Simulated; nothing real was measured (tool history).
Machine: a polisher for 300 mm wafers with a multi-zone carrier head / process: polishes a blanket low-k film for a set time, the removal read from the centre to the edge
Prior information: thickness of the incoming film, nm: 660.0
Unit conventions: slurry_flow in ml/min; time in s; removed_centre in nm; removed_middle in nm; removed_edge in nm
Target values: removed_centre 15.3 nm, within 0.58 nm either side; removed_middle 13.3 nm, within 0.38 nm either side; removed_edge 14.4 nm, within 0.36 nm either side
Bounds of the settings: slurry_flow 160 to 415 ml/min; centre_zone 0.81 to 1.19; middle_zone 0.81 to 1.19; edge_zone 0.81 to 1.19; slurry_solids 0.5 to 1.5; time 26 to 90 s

{"run": 1, "day": 0.0, "slurry_flow": 265, "centre_zone": 1, "middle_zone": 1, "edge_zone": 1, "slurry_solids": 1, "time": 58, "removed_centre": 15.82, "removed_middle": 15.731, "removed_edge": 15.931}
{"run": 2, "day": 0.233, "slurry_flow": 265, "centre_zone": 1, "middle_zone": 1, "edge_zone": 1, "slurry_solids": 0.8, "time": 58, "removed_centre": 14.498, "removed_middle": 14.169, "removed_edge": 14.685}
{"run": 3, "day": 0.296, "slurry_flow": 265, "centre_zone": 1, "middle_zone": 1, "edge_zone": 1, "slurry_solids": 0.9, "time": 58, "removed_centre": 15.369, "removed_middle": 15.047, "removed_edge": 15.222}
{"run": 4, "day": 0.392, "slurry_flow": 260, "centre_zone": 1, "middle_zone": 0.99, "edge_zone": 0.99, "slurry_solids": 0.9, "time": 58, "removed_centre": 15.351, "removed_middle": 15.141, "removed_edge": 15.255}
{"run": 5, "day": 0.692, "slurry_flow": 260, "centre_zone": 1, "middle_zone": 1.03, "edge_zone": 0.99, "slurry_solids": 0.9, "time": 58, "removed_centre": 15.215, "removed_middle": 15.23, "removed_edge": 15.098}
{"run": 6, "day": 0.8, "slurry_flow": 260, "centre_zone": 1, "middle_zone": 1.03, "edge_zone": 0.99, "slurry_solids": 0.7, "time": 58, "removed_centre": 13.276, "removed_middle": 13.822, "removed_edge": 13.508}
{"run": 7, "day": 1.112, "slurry_flow": 270, "centre_zone": 1.01, "middle_zone": 1.02, "edge_zone": 1, "slurry_solids": 0.7, "time": 58, "removed_centre": 13.696, "removed_middle": 13.767, "removed_edge": 13.628}
{"run": 8, "day": 1.254, "slurry_flow": 275, "centre_zone": 1.02, "middle_zone": 1.01, "edge_zone": 1.01, "slurry_solids": 0.7, "time": 58, "removed_centre": 14.029, "removed_middle": 13.622, "removed_edge": 13.695}
{"run": 9, "day": 1.596, "slurry_flow": 280, "centre_zone": 1.02, "middle_zone": 1, "edge_zone": 1.02, "slurry_solids": 0.7, "time": 58, "removed_centre": 13.885, "removed_middle": 13.63, "removed_edge": 13.848}
{"run": 10, "day": 1.767, "slurry_flow": 280, "centre_zone": 1.03, "middle_zone": 0.99, "edge_zone": 1.03, "slurry_solids": 0.7, "time": 58, "removed_centre": 14.047, "removed_middle": 13.371, "removed_edge": 13.815}
{"run": 11, "day": 1.892, "slurry_flow": 285, "centre_zone": 1.04, "middle_zone": 0.98, "edge_zone": 1.04, "slurry_solids": 0.7, "time": 58, "removed_centre": 14.549, "removed_middle": 13.629, "removed_edge": 13.986}
{"run": 12, "day": 2.262, "slurry_flow": 285, "centre_zone": 1.04, "middle_zone": 0.97, "edge_zone": 1.05, "slurry_solids": 0.7, "time": 58, "removed_centre": 14.349, "removed_middle": 13.375, "removed_edge": 14.112}
{"run": 13, "day": 2.5, "slurry_flow": 290, "centre_zone": 1.05, "middle_zone": 0.97, "edge_zone": 1.05, "slurry_solids": 0.7, "time": 58, "removed_centre": 14.405, "removed_middle": 13.433, "removed_edge": 13.91}
{"run": 14, "day": 2.696, "slurry_flow": 300, "centre_zone": 1.1, "middle_zone": 0.93, "edge_zone": 1.11, "slurry_solids": 0.75, "time": 58, "removed_centre": 15.4, "removed_middle": 13.379, "removed_edge": 15.081}
{"run": 15, "day": 3.058, "slurry_flow": 300, "centre_zone": 1.1, "middle_zone": 0.93, "edge_zone": 1.1, "slurry_solids": 0.75, "time": 58, "removed_centre": 15.642, "removed_middle": 13.423, "removed_edge": 14.997}

Consider the 5 candidate settings below. Which is the only one whose results all fall within their allowed miss of target?
{"run": "A", "day": 3.421, "slurry_flow": 360, "centre_zone": 1.09, "middle_zone": 0.89, "edge_zone": 1.06, "slurry_solids": 0.65, "time": 56, "removed_centre": "?", "removed_middle": "?", "removed_edge": "?"}
{"run": "B", "day": 3.421, "slurry_flow": 325, "centre_zone": 1.12, "middle_zone": 0.97, "edge_zone": 1.05, "slurry_solids": 0.7, "time": 56, "removed_centre": "?", "removed_middle": "?", "removed_edge": "?"}
{"run": "C", "day": 3.421, "slurry_flow": 220, "centre_zone": 1.06, "middle_zone": 0.81, "edge_zone": 0.96, "slurry_solids": 0.85, "time": 58, "removed_centre": "?", "removed_middle": "?", "removed_edge": "?"}
{"run": "D", "day": 3.421, "slurry_flow": 295, "centre_zone": 1.05, "middle_zone": 0.88, "edge_zone": 1.16, "slurry_solids": 0.85, "time": 51, "removed_centre": "?", "removed_middle": "?", "removed_edge": "?"}
{"run": "E", "day": 3.421, "slurry_flow": 280, "centre_zone": 1.08, "middle_zone": 0.91, "edge_zone": 1.04, "slurry_solids": 0.95, "time": 52, "removed_centre": "?", "removed_middle": "?", "removed_edge": "?"}

move=A removed_centre=14.518 removed_middle=12.001 removed_edge=13.434
move=B removed_centre=15.289 removed_middle=12.979 removed_edge=13.727
move=C removed_centre=15.485 removed_middle=12.528 removed_edge=14.344
move=D removed_centre=14.063 removed_middle=12.013 removed_edge=14.239
move=E removed_centre=15.367 removed_middle=13.031 removed_edge=14.333
A: moves the result that the last run missed by most past its target, out the other side
B: moves the result that the last run missed by most past its target, out the other side
C: the worst result of the last run now meets its target, but another is out of spec
D: the worst result of the last run now meets its target, but another is out of spec
E: each result inside its tolerance
E is the move that brings every result within its allowed miss.
